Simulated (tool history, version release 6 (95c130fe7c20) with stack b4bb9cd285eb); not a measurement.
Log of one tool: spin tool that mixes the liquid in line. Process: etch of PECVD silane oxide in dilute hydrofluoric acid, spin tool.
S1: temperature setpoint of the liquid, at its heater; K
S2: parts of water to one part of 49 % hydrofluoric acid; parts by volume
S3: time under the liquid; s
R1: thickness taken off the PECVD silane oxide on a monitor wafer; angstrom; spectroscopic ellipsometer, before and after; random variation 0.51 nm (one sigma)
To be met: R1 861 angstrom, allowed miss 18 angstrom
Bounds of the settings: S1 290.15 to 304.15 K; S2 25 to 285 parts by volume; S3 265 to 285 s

| run | hour | S1 | S2 | S3 | R1 |
|---|---|---|---|---|---|
| 1 | 0 | 296.15 | 155 | 265 | 610.38 |
| 2 | 3.4 | 298.65 | 155 | 265 | 680.81 |
| 3 | 4.8 | 300.65 | 155 | 265 | 723.42 |
| 4 | 7.8 | 304.15 | 155 | 265 | 826.33 |
| 5 | 9.2 | 304.15 | 115 | 265 | 1167.5 |
| 6 | 12.1 | 304.15 | 115 | 265 | 1170.6 |
| 7 | 14.2 | 301.65 | 115 | 265 | 1053.8 |
| 8 | 16.8 | 300.15 | 115 | 265 | 1011.4 |
| 9 | 22.3 | 298.65 | 115 | 265 | 952.48 |
| 10 | 27.9 | 298.65 | 115 | 265 | 934.69 |

Which of these 4 next moves meets every target?
| A | 33.5 | 300.65 | 140 | 265 | ? |
| B | 33.5 | 296.15 | 115 | 265 | ? |
| C | 33.5 | 297.15 | 105 | 285 | ? |
| D | 33.5 | 300.15 | 120 | 265 | ? |

| move | R1 |
|---|---|
| A | 816.41 |
| B | 862.06 |
| C | 1069 |
| D | 958.75 |
A: takes the result that was furthest off past its target
B: meets every target
C: further off than the last run
D: further off than the last run
The right move is B.

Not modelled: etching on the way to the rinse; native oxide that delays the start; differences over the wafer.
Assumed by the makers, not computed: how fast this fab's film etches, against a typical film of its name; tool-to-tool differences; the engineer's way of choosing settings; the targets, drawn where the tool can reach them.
